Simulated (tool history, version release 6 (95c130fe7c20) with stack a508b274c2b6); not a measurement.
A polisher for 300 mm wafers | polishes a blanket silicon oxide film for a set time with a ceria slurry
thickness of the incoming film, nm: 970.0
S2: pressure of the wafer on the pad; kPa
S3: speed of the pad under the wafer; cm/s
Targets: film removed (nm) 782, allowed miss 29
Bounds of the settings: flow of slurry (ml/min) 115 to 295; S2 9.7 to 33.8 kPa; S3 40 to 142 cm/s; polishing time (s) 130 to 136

run 1 hour=0 | flow_of_slurry_(ml/min)=190 S2=21.4 S3=90 polishing_time_(s)=130 | film_removed_(nm)=539.72
run 2 hour=5.5 | flow_of_slurry_(ml/min)=190 S2=24.8 S3=90 polishing_time_(s)=130 | film_removed_(nm)=612.71
run 3 hour=11.7 | flow_of_slurry_(ml/min)=190 S2=25.5 S3=90 polishing_time_(s)=130 | film_removed_(nm)=622.93
run 4 hour=20.7 | flow_of_slurry_(ml/min)=190 S2=26.2 S3=90 polishing_time_(s)=130 | film_removed_(nm)=636.36
run 5 hour=29.7 | flow_of_slurry_(ml/min)=220 S2=26.2 S3=90 polishing_time_(s)=130 | film_removed_(nm)=648.86
run 6 hour=30.8 | flow_of_slurry_(ml/min)=240 S2=26.2 S3=90 polishing_time_(s)=130 | film_removed_(nm)=652.86
run 7 hour=31.9 | flow_of_slurry_(ml/min)=240 S2=26.9 S3=90 polishing_time_(s)=130 | film_removed_(nm)=653.04
run 8 hour=34.8 | flow_of_slurry_(ml/min)=240 S2=27.6 S3=90 polishing_time_(s)=130 | film_removed_(nm)=699.52
run 9 hour=36.5 | flow_of_slurry_(ml/min)=245 S2=29.6 S3=90 polishing_time_(s)=130 | film_removed_(nm)=732.62

5 next moves are on the table. One of them brings every result within its allowed miss. Which?
run A hour=38.2 | flow_of_slurry_(ml/min)=195 S2=26.9 S3=98 polishing_time_(s)=130 | film_removed_(nm)=?
run B hour=38.2 | flow_of_slurry_(ml/min)=270 S2=32.4 S3=90 polishing_time_(s)=130 | film_removed_(nm)=?
run C hour=38.2 | flow_of_slurry_(ml/min)=265 S2=26.9 S3=90 polishing_time_(s)=131 | film_removed_(nm)=?
run D hour=38.2 | flow_of_slurry_(ml/min)=215 S2=32.4 S3=74 polishing_time_(s)=131 | film_removed_(nm)=?
run E hour=38.2 | flow_of_slurry_(ml/min)=260 S2=30.3 S3=82 polishing_time_(s)=130 | film_removed_(nm)=?

move=A film_removed_(nm)=706.74
move=B film_removed_(nm)=787.55
move=C film_removed_(nm)=680.9
move=D film_removed_(nm)=639.19
move=E film_removed_(nm)=678.92
A: further off than the last run
B: meets every target
C: further off than the last run
D: further off than the last run
E: further off than the last run
The right move is B.
